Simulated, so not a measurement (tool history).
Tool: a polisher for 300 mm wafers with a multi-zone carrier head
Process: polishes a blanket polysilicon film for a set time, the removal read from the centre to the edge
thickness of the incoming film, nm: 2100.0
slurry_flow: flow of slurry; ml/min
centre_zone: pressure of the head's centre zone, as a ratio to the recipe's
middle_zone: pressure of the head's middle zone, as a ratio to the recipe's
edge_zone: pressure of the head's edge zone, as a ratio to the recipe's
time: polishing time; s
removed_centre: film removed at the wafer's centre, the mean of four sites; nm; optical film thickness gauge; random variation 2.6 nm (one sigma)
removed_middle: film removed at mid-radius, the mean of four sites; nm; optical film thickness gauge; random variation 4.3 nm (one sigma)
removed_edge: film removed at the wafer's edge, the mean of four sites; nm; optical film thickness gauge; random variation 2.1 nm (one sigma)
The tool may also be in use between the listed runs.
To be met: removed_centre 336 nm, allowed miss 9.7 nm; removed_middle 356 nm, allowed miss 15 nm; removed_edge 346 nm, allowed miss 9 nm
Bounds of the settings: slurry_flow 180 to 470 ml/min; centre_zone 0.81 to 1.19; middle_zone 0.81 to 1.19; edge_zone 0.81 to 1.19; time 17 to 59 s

run  hour  slurry_flow  centre_zone  middle_zone  edge_zone  time  removed_centre  removed_middle  removed_edge
  1     0          300            1            1          1    38          300.64          301.17        292.39
  2   1.1          300            1            1          1    33          262.28          265.51        254.09
  3   4.4          300            1            1          1    38          304.12          297.95        292.55
  4  12.1          310            1         1.03       1.04    39          311.75          319.95        306.75
  5  16.3          310            1         0.99       1.04    39          314.28          311.79        308.36
  6  20.7          310            1         0.95       1.04    39          308.48          301.94        306.13
  7  28.9          320            1         0.98       1.07    39          314.54          302.76        310.94
  8  32.5          320         0.99         1.01       1.09    40          317.35          321.28         324.2

4 next moves are on the table. One of them brings every result within its allowed miss. Which?
  A  36.1          325         1.01         0.92       1.11    43               ?               ?             ?
  B  36.1          295         0.95         0.96       1.19    41               ?               ?             ?
  C  36.1          215            1         1.08       1.11    44               ?               ?             ?
  D  36.1          370          0.9         0.98       1.07    41               ?               ?             ?

move  removed_centre  removed_middle  removed_edge
   A          350.54          324.29        349.32
   B          319.82          316.33        342.05
   C          341.43          358.93        346.01
   D          316.71          327.29        329.76
A: brings the result that was furthest off to its target, and leaves another outside
B: brings the result that was furthest off to its target, and leaves another outside
C: meets every target
D: nearer than the last run, and not there yet
The right move is C.
